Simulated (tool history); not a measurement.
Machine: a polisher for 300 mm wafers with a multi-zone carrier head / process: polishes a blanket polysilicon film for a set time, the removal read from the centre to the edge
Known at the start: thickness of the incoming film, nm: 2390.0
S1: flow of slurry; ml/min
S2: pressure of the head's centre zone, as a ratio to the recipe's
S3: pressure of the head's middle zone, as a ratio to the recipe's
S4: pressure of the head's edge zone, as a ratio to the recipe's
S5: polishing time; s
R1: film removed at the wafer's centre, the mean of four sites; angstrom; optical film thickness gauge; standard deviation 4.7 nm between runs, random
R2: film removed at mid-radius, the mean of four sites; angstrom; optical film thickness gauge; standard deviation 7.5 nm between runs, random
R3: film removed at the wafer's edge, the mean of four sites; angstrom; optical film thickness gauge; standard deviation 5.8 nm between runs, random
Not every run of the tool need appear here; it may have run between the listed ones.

run,hour,S1,S2,S3,S4,S5,R1,R2,R3
1,0,130,1,1,1,89,4643.4,4631.4,4579.9
2,2.3,130,0.93,1,1,89,4412.4,4470.7,4560.2
3,6.2,140,0.93,0.98,1.05,93,4751.8,4810.8,4905.1
4,12.9,140,0.98,0.98,1.05,93,4921.7,4894.7,4909.1
5,20.4,140,0.98,0.98,1.01,93,4890.1,4695.3,4792.3
6,23,140,0.94,0.98,1.01,93,4682.2,4758.3,4753.4
7,27.2,125,0.95,0.96,1.06,97,4871.2,4895.5,5042.4
8,36,130,0.93,0.92,1.09,101,5059.8,4929.7,5412
9,39.9,140,0.92,0.9,1.12,102,5168.5,5024.2,5554.9
10,44.7,145,0.92,0.88,1.14,104,5294.2,5021.6,5805.8

Run 11, settings as shown, results not yet in. Your forecast:
11,46.7,150,0.92,0.87,1.15,104,?,?,?

R1: 5276.7 angstrom
R2: 4808.2 angstrom
R3: 5793 angstrom
